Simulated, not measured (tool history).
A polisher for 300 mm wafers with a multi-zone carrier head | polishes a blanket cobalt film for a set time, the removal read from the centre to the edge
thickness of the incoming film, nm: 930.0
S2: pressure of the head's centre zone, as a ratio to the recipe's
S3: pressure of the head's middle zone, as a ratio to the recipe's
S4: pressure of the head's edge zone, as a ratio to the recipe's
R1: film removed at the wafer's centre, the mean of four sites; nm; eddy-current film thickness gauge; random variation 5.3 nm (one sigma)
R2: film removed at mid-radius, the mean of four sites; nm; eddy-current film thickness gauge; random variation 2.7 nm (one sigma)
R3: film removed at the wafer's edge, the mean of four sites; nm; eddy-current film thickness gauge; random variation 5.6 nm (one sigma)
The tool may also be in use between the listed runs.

{"run": 1, "day": 0.0, "flow of slurry (ml/min)": 160, "S2": 1.0, "S3": 1.0, "S4": 1.0, "polishing time (s)": 82, "R1": 320.12, "R2": 317.17, "R3": 323.31}
{"run": 2, "day": 0.079, "flow of slurry (ml/min)": 160, "S2": 1.07, "S3": 1.0, "S4": 1.0, "polishing time (s)": 82, "R1": 338.65, "R2": 315.79, "R3": 321.64}
{"run": 3, "day": 0.138, "flow of slurry (ml/min)": 160, "S2": 1.07, "S3": 0.93, "S4": 1.0, "polishing time (s)": 82, "R1": 339.65, "R2": 297.5, "R3": 326.17}
{"run": 4, "day": 0.496, "flow of slurry (ml/min)": 195, "S2": 1.07, "S3": 0.93, "S4": 1.0, "polishing time (s)": 82, "R1": 361.42, "R2": 308.06, "R3": 328.48}
{"run": 5, "day": 0.838, "flow of slurry (ml/min)": 200, "S2": 1.07, "S3": 0.96, "S4": 1.01, "polishing time (s)": 83, "R1": 364.9, "R2": 320.82, "R3": 345.94}
{"run": 6, "day": 1.121, "flow of slurry (ml/min)": 180, "S2": 1.07, "S3": 0.96, "S4": 1.01, "polishing time (s)": 83, "R1": 360.15, "R2": 317.3, "R3": 329.16}

Run 7 comes next. What will it give?
{"run": 7, "day": 1.392, "flow of slurry (ml/min)": 225, "S2": 1.15, "S3": 1.06, "S4": 1.04, "polishing time (s)": 91, "R1": "?", "R2": "?", "R3": "?"}

Run 7 gave R1 440.73 nm, R2 390.24 nm, R3 378.15 nm.
